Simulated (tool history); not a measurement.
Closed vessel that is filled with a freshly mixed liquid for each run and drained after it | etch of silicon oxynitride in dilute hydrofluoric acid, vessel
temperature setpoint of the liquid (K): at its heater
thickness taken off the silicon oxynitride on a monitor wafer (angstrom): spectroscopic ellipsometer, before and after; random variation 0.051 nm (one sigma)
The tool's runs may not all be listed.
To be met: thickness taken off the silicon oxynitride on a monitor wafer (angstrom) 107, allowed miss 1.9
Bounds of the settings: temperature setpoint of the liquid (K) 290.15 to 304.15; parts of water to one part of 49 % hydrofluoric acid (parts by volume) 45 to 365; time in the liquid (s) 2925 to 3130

run  hour  temperature setpoint of the liquid (K)  parts of water to one part of 49 % hydrofluoric acid (parts by volume)  time in the liquid (s)  thickness taken off the silicon oxynitride on a monitor wafer (angstrom)
  1     0                                  296.15                                                                     205                    2925                                                                    180.21
  2   9.2                                  296.15                                                                     170                    2925                                                                    226.19
  3  16.4                                  294.65                                                                     190                    2925                                                                     183.6
  4  18.7                                  293.65                                                                     205                    2925                                                                    161.69
  5  26.6                                  293.65                                                                     205                    3130                                                                    173.05
  6    36                                  293.65                                                                     255                    3130                                                                    134.83
  7  38.2                                  292.65                                                                     260                    3130                                                                     126.5
  8  43.3                                  292.15                                                                     265                    3130                                                                    119.58
  9  51.7                                  291.65                                                                     265                    3130                                                                    117.67
 10  57.8                                  291.15                                                                     265                    3130                                                                    115.96
 11  66.7                                  290.15                                                                     275                    3130                                                                    104.93

Which of these 5 next moves meets every target?
  A  75.6                                  290.15                                                                     250                    2930                                                                         ?
  B  75.6                                  290.65                                                                     270                    3130                                                                         ?
  C  75.6                                  290.15                                                                     270                    3010                                                                         ?
  D  75.6                                  292.65                                                                     290                    3040                                                                         ?
  E  75.6                                  290.15                                                                     285                    3125                                                                         ?

move  thickness taken off the silicon oxynitride on a monitor wafer (angstrom)
   A                                                                    110.25
   B                                                                    110.45
   C                                                                    103.76
   D                                                                    108.27
   E                                                                    101.26
A: takes the result that was furthest off past its target
B: takes the result that was furthest off past its target
C: further off than the last run
D: meets every target
E: further off than the last run
Move D is the one to make.
